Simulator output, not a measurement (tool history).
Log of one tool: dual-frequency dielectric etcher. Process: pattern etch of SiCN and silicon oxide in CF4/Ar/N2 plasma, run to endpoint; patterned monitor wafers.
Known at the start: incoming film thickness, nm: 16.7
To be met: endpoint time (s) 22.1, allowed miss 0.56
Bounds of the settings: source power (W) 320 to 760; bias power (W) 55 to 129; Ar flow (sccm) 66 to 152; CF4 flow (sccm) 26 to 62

Run 1, hour 0: source power (W) 540, bias power (W) 92, Ar flow (sccm) 109, CF4 flow (sccm) 44. Result: endpoint time (s) 16.681.
Run 2, hour 4.2: source power (W) 490, bias power (W) 91, Ar flow (sccm) 109, CF4 flow (sccm) 44. Result: endpoint time (s) 18.007.
Run 3, hour 10.7: source power (W) 490, bias power (W) 98, Ar flow (sccm) 109, CF4 flow (sccm) 44. Result: endpoint time (s) 17.501.
Run 4, hour 15.6: source power (W) 540, bias power (W) 98, Ar flow (sccm) 109, CF4 flow (sccm) 44. Result: endpoint time (s) 16.507.
Run 5, hour 18: source power (W) 480, bias power (W) 96, Ar flow (sccm) 110, CF4 flow (sccm) 44. Result: endpoint time (s) 17.944.
Run 6, hour 18.7: source power (W) 440, bias power (W) 95, Ar flow (sccm) 110, CF4 flow (sccm) 44. Result: endpoint time (s) 19.325.
Run 7, hour 26.2: source power (W) 420, bias power (W) 94, Ar flow (sccm) 110, CF4 flow (sccm) 44. Result: endpoint time (s) 19.885.
Run 8, hour 35.1: source power (W) 400, bias power (W) 94, Ar flow (sccm) 110, CF4 flow (sccm) 44. Result: endpoint time (s) 20.284.
Run 9, hour 38.8: source power (W) 380, bias power (W) 94, Ar flow (sccm) 110, CF4 flow (sccm) 44. Result: endpoint time (s) 21.45.

Which of these 4 next moves meets every target?
Run A, hour 42.5: source power (W) 360, bias power (W) 90, Ar flow (sccm) 105, CF4 flow (sccm) 45. Result: endpoint time (s) ?.
Run B, hour 42.5: source power (W) 400, bias power (W) 78, Ar flow (sccm) 103, CF4 flow (sccm) 50. Result: endpoint time (s) ?.
Run C, hour 42.5: source power (W) 400, bias power (W) 92, Ar flow (sccm) 97, CF4 flow (sccm) 42. Result: endpoint time (s) ?.
Run D, hour 42.5: source power (W) 370, bias power (W) 98, Ar flow (sccm) 109, CF4 flow (sccm) 46. Result: endpoint time (s) ?.

move  endpoint time (s)
   A             22.136
   B              21.17
   C             20.393
   D             21.232
A: meets every target
B: further off than the last run
C: further off than the last run
D: further off than the last run
Answer: A
